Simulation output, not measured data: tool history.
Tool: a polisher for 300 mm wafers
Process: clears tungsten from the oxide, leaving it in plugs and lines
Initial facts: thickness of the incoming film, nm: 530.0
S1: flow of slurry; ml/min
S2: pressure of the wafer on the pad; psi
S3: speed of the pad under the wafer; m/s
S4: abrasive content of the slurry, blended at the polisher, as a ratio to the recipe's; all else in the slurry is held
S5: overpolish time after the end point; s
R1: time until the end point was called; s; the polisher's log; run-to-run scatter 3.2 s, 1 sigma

{"run": 1, "hour": 0.0, "S1": 250, "S2": 4.0, "S3": 1.04, "S4": 1.0, "S5": 10, "R1": 93.984}
{"run": 2, "hour": 7.5, "S1": 250, "S2": 4.0, "S3": 1.18, "S4": 1.0, "S5": 10, "R1": 82.889}
{"run": 3, "hour": 16.2, "S1": 250, "S2": 3.5, "S3": 1.12, "S4": 1.0, "S5": 10, "R1": 100.72}
{"run": 4, "hour": 17.6, "S1": 275, "S2": 3.5, "S3": 1.12, "S4": 1.0, "S5": 10, "R1": 95.825}
{"run": 5, "hour": 25.7, "S1": 265, "S2": 3.0, "S3": 1.1, "S4": 1.0, "S5": 10, "R1": 113.71}
{"run": 6, "hour": 33.6, "S1": 265, "S2": 3.0, "S3": 1.1, "S4": 1.1, "S5": 10, "R1": 111.35}
{"run": 7, "hour": 35.7, "S1": 260, "S2": 2.7, "S3": 1.08, "S4": 1.1, "S5": 10, "R1": 125.61}
{"run": 8, "hour": 43.0, "S1": 255, "S2": 2.5, "S3": 1.08, "S4": 1.1, "S5": 10, "R1": 140.01}
{"run": 9, "hour": 47.3, "S1": 240, "S2": 2.4, "S3": 1.08, "S4": 1.1, "S5": 10, "R1": 142.19}
{"run": 10, "hour": 49.3, "S1": 240, "S2": 1.8, "S3": 1.02, "S4": 1.1, "S5": 10, "R1": 200.23}
{"run": 11, "hour": 57.8, "S1": 250, "S2": 1.9, "S3": 1.02, "S4": 1.1, "S5": 10, "R1": 185.63}
{"run": 12, "hour": 61.4, "S1": 255, "S2": 1.9, "S3": 1.02, "S4": 1.1, "S5": 10, "R1": 184.6}

Forecast run 13:
{"run": 13, "hour": 70.2, "S1": 260, "S2": 1.9, "S3": 1.02, "S4": 1.1, "S5": 10, "R1": "?"}

Run 13 gave R1 187.230 s.
